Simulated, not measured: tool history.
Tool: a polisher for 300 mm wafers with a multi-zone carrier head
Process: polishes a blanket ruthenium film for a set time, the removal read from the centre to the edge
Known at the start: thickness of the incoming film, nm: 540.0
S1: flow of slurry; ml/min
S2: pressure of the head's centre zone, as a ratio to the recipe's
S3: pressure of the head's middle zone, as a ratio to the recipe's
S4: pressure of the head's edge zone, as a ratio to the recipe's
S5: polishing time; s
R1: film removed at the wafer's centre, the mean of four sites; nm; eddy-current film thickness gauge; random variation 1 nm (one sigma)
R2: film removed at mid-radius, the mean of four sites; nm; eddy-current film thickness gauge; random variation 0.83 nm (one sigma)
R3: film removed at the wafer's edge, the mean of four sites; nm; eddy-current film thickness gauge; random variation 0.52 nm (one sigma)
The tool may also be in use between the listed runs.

Run 1, hour 0: S1 200 ml/min, S2 1, S3 1, S4 1, S5 32 s. Result: R1 56.67 nm, R2 58.416 nm, R3 58.115 nm.
Run 2, hour 9: S1 200 ml/min, S2 1.06, S3 1, S4 1, S5 32 s. Result: R1 62.171 nm, R2 57.193 nm, R3 58.029 nm.
Run 3, hour 9.9: S1 200 ml/min, S2 1.06, S3 1, S4 0.92, S5 32 s. Result: R1 60.616 nm, R2 56.973 nm, R3 55.863 nm.
Run 4, hour 11.4: S1 205 ml/min, S2 1.06, S3 1, S4 0.95, S5 32 s. Result: R1 61.876 nm, R2 57.688 nm, R3 56.841 nm.
Run 5, hour 13.8: S1 210 ml/min, S2 1.05, S3 1, S4 0.97, S5 32 s. Result: R1 60.358 nm, R2 58.171 nm, R3 57.229 nm.
Run 6, hour 14.5: S1 210 ml/min, S2 1.05, S3 1, S4 0.99, S5 33 s. Result: R1 61.596 nm, R2 59.197 nm, R3 59.417 nm.

Forecast run 7:
Run 7, hour 17.3: S1 210 ml/min, S2 1.05, S3 1, S4 1, S5 34 s. Result: R1 ?, R2 ?, R3 ?.

Run 7 gave R1 64.265 nm, R2 61.267 nm, R3 62.588 nm.
